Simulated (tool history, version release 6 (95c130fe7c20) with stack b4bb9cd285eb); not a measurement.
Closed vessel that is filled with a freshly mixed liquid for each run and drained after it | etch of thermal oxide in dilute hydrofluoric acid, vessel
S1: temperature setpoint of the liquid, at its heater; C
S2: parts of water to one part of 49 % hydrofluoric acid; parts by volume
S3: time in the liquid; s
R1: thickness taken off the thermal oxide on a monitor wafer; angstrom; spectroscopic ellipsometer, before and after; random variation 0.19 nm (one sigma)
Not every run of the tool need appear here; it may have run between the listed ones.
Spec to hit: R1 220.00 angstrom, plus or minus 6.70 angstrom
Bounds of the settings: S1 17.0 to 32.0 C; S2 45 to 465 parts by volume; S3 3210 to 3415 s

Run 1, day 0.000: S1 24.0 C, S2 255 parts by volume, S3 3210 s. Result: R1 522.79 angstrom.
Run 2, day 0.225: S1 24.0 C, S2 255 parts by volume, S3 3415 s. Result: R1 551.84 angstrom.
Run 3, day 0.312: S1 24.0 C, S2 200 parts by volume, S3 3415 s. Result: R1 734.16 angstrom.
Run 4, day 0.558: S1 24.0 C, S2 140 parts by volume, S3 3415 s. Result: R1 1129.60 angstrom.
Run 5, day 0.954: S1 24.0 C, S2 220 parts by volume, S3 3415 s. Result: R1 662.83 angstrom.
Run 6, day 1.058: S1 24.0 C, S2 190 parts by volume, S3 3415 s. Result: R1 795.92 angstrom.
Run 7, day 1.279: S1 22.0 C, S2 250 parts by volume, S3 3410 s. Result: R1 522.20 angstrom.
Run 8, day 1.467: S1 20.5 C, S2 290 parts by volume, S3 3405 s. Result: R1 404.03 angstrom.
Run 9, day 1.533: S1 19.5 C, S2 320 parts by volume, S3 3400 s. Result: R1 352.93 angstrom.
Run 10, day 1.833: S1 19.0 C, S2 345 parts by volume, S3 3395 s. Result: R1 307.51 angstrom.
Run 11, day 2.138: S1 18.5 C, S2 365 parts by volume, S3 3395 s. Result: R1 285.04 angstrom.

Which of these 4 next moves meets every target?
Run A, day 2.442: S1 17.0 C, S2 405 parts by volume, S3 3210 s. Result: R1 ?.
Run B, day 2.442: S1 17.5 C, S2 385 parts by volume, S3 3210 s. Result: R1 ?.
Run C, day 2.442: S1 17.5 C, S2 410 parts by volume, S3 3415 s. Result: R1 ?.
Run D, day 2.442: S1 18.0 C, S2 465 parts by volume, S3 3400 s. Result: R1 ?.

move      R1
   A  220.48
   B  239.88
   C  234.98
   D  201.25
A: every result lands within tolerance
B: nearer than the last run, and not there yet
C: nearer than the last run, and not there yet
D: takes the biggest miss from the last run beyond its target
A is the move that brings every result within its allowed miss.
